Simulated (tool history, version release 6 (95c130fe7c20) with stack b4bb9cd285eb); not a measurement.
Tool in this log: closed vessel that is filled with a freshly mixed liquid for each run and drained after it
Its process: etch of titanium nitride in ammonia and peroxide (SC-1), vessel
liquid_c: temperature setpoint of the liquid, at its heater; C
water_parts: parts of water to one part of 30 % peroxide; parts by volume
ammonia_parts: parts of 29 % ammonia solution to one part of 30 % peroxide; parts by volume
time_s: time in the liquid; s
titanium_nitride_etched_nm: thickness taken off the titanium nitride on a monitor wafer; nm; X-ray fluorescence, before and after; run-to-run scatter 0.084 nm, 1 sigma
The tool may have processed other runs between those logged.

run    day  liquid_c  water_parts  ammonia_parts  time_s  titanium_nitride_etched_nm
  1      0        47         27.5           0.85    1675                      35.948
  2   0.25        46         27.5           0.85    1675                      33.656
  3  0.612        46           21           0.85    1675                      39.079
  4  0.942        45           21           0.85    1675                       36.45
  5  1.133        44           21           0.85    1675                      33.867
  6  1.488        44           21           0.85    1795                      36.178
  7  1.771        43           21           0.85    1795                      33.873
  8  1.862      42.5           21           0.85    1795                      32.554
  9  2.008        42           21           0.85    1795                       31.39
 10  2.142      41.5           21           0.85    1795                      30.333

Run 11 has not been measured yet. What should we expect?
 11  2.283      41.5           21           0.85    1795                           ?

Run 11 yielded titanium_nitride_etched_nm 30.417 nm.

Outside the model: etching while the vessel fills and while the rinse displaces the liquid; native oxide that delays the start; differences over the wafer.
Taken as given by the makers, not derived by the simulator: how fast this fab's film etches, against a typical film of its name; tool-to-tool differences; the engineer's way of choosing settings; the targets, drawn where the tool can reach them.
